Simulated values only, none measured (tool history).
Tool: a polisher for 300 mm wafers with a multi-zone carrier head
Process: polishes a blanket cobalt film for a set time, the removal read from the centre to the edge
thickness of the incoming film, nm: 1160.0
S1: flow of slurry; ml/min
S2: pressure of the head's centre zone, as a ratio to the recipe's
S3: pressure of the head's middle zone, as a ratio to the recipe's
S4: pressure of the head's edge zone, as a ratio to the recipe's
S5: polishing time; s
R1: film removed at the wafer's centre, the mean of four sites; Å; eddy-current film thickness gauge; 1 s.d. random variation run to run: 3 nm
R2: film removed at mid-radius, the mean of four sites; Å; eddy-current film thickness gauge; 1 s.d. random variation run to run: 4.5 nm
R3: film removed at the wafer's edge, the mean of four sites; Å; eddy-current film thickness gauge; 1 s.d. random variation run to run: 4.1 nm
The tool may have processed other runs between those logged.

{"run": 1, "hour": 0.0, "S1": 185, "S2": 1.0, "S3": 1.0, "S4": 1.0, "S5": 42, "R1": 3049.6, "R2": 3087.4, "R3": 3087.1}
{"run": 2, "hour": 0.6, "S1": 165, "S2": 1.0, "S3": 1.0, "S4": 1.0, "S5": 42, "R1": 3015.2, "R2": 3079.1, "R3": 3056.8}
{"run": 3, "hour": 8.5, "S1": 125, "S2": 1.0, "S3": 1.0, "S4": 1.0, "S5": 42, "R1": 2844.8, "R2": 2932.9, "R3": 2958.1}
{"run": 4, "hour": 15.7, "S1": 155, "S2": 1.0, "S3": 1.0, "S4": 1.0, "S5": 42, "R1": 2993.8, "R2": 3032.2, "R3": 2977.3}
{"run": 5, "hour": 17.4, "S1": 170, "S2": 1.01, "S3": 1.01, "S4": 1.03, "S5": 43, "R1": 3095.3, "R2": 3173.5, "R3": 3221.6}
{"run": 6, "hour": 21.6, "S1": 170, "S2": 1.01, "S3": 1.06, "S4": 1.03, "S5": 43, "R1": 3120.9, "R2": 3372.7, "R3": 3158.1}
{"run": 7, "hour": 24.3, "S1": 185, "S2": 1.03, "S3": 1.06, "S4": 1.06, "S5": 44, "R1": 3271.1, "R2": 3446.9, "R3": 3334.0}
{"run": 8, "hour": 32.2, "S1": 235, "S2": 1.12, "S3": 1.15, "S4": 1.16, "S5": 49, "R1": 4118.5, "R2": 4156.6, "R3": 3925.9}

Expected results for the next run?
{"run": 9, "hour": 40.3, "S1": 230, "S2": 1.11, "S3": 1.14, "S4": 1.17, "S5": 49, "R1": "?", "R2": "?", "R3": "?"}

{"run 9": {"R1": 4094.4, "R2": 4275.4, "R3": 3975.8}}

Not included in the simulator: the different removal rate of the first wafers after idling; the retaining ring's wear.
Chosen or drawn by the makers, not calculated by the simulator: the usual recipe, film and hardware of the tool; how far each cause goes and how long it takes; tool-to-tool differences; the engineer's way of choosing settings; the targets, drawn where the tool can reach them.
